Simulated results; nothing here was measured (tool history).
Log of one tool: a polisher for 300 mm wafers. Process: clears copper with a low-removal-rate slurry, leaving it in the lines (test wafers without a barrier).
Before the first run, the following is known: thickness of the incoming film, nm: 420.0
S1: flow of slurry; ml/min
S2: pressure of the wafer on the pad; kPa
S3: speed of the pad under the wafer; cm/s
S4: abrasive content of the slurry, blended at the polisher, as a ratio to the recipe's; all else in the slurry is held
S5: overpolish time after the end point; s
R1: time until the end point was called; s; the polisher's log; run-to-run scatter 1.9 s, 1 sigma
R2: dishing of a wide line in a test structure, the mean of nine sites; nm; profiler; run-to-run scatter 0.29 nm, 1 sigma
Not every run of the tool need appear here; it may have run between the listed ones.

| run | hour | S1 | S2 | S3 | S4 | S5 | R1 | R2 |
|---|---|---|---|---|---|---|---|---|
| 1 | 0.0 | 200 | 25.5 | 84 | 1.00 | 25 | 142.17 | 51.441 |
| 2 | 1.1 | 200 | 25.5 | 72 | 1.00 | 25 | 164.52 | 45.535 |
| 3 | 5.8 | 200 | 25.5 | 72 | 1.20 | 25 | 160.08 | 46.743 |
| 4 | 10.1 | 205 | 24.8 | 74 | 1.10 | 23 | 162.57 | 42.355 |
|  | 13.5 | worn pad replaced by a new one |
| 5 | 13.5 | 220 | 23.4 | 76 | 1.15 | 21 | 151.95 | 43.224 |
| 6 | 20.1 | 220 | 23.4 | 58 | 1.15 | 21 | 190.41 | 33.482 |

What does the tool deliver on the next run?
| 7 | 23.1 | 230 | 24.1 | 56 | 1.05 | 19 | ? | ? |

R1: 191.62 s
R2: 30.349 nm

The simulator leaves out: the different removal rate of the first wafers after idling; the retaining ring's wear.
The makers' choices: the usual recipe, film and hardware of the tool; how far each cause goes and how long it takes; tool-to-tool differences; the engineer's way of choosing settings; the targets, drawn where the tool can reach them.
